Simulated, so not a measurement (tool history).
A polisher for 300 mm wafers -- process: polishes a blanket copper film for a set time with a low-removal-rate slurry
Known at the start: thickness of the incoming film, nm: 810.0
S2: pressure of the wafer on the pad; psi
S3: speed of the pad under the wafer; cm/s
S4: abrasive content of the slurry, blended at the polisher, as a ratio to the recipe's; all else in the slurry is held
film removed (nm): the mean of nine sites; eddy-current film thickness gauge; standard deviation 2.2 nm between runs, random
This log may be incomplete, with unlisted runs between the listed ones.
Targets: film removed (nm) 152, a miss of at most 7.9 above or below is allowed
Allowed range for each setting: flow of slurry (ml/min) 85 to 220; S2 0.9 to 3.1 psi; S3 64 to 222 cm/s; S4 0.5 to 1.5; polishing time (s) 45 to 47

run 1 hour=0 | flow_of_slurry_(ml/min)=140 S2=2 S3=142 S4=1 polishing_time_(s)=45 | film_removed_(nm)=122.3
run 2 hour=7.4 | flow_of_slurry_(ml/min)=140 S2=1.6 S3=142 S4=1 polishing_time_(s)=45 | film_removed_(nm)=94.952
run 3 hour=11.9 | flow_of_slurry_(ml/min)=140 S2=1.6 S3=142 S4=0.8 polishing_time_(s)=45 | film_removed_(nm)=90.685
run 4 hour=13.3 | flow_of_slurry_(ml/min)=155 S2=1.6 S3=142 S4=0.8 polishing_time_(s)=45 | film_removed_(nm)=92.846
run 5 hour=20.5 | flow_of_slurry_(ml/min)=155 S2=1.8 S3=142 S4=0.8 polishing_time_(s)=45 | film_removed_(nm)=104.13
run 6 hour=23.3 | flow_of_slurry_(ml/min)=155 S2=1.9 S3=142 S4=0.8 polishing_time_(s)=45 | film_removed_(nm)=106.03
run 7 hour=28.7 | flow_of_slurry_(ml/min)=155 S2=2 S3=142 S4=0.8 polishing_time_(s)=45 | film_removed_(nm)=114.28
run 8 hour=36.8 | flow_of_slurry_(ml/min)=155 S2=2.1 S3=142 S4=0.8 polishing_time_(s)=45 | film_removed_(nm)=117.79
run 9 hour=45.4 | flow_of_slurry_(ml/min)=155 S2=2.2 S3=142 S4=0.8 polishing_time_(s)=45 | film_removed_(nm)=121.27
run 10 hour=50.6 | flow_of_slurry_(ml/min)=155 S2=2.3 S3=142 S4=0.8 polishing_time_(s)=45 | film_removed_(nm)=127.88
run 11 hour=53.3 | flow_of_slurry_(ml/min)=155 S2=2.4 S3=142 S4=0.8 polishing_time_(s)=45 | film_removed_(nm)=130.79
run 12 hour=61.7 | flow_of_slurry_(ml/min)=155 S2=2.5 S3=142 S4=0.8 polishing_time_(s)=45 | film_removed_(nm)=137.72

Exercise: of the 5 proposed moves below, exactly one satisfies all targets within the stated allowed misses. Which move is it?
run A hour=70.1 | flow_of_slurry_(ml/min)=155 S2=2.6 S3=144 S4=0.8 polishing_time_(s)=46 | film_removed_(nm)=?
run B hour=70.1 | flow_of_slurry_(ml/min)=155 S2=3 S3=144 S4=0.8 polishing_time_(s)=47 | film_removed_(nm)=?
run C hour=70.1 | flow_of_slurry_(ml/min)=150 S2=2.5 S3=166 S4=0.85 polishing_time_(s)=47 | film_removed_(nm)=?
run D hour=70.1 | flow_of_slurry_(ml/min)=190 S2=3.1 S3=154 S4=0.6 polishing_time_(s)=47 | film_removed_(nm)=?
run E hour=70.1 | flow_of_slurry_(ml/min)=155 S2=2.7 S3=168 S4=0.8 polishing_time_(s)=46 | film_removed_(nm)=?

move=A film_removed_(nm)=149.27
move=B film_removed_(nm)=175.43
move=C film_removed_(nm)=166.22
move=D film_removed_(nm)=174.82
move=E film_removed_(nm)=174.05
A: all results in spec
B: takes the biggest miss from the last run beyond its target
C: takes the biggest miss from the last run beyond its target
D: takes the biggest miss from the last run beyond its target
E: takes the biggest miss from the last run beyond its target
So the answer is move A, the one that meets all the targets.
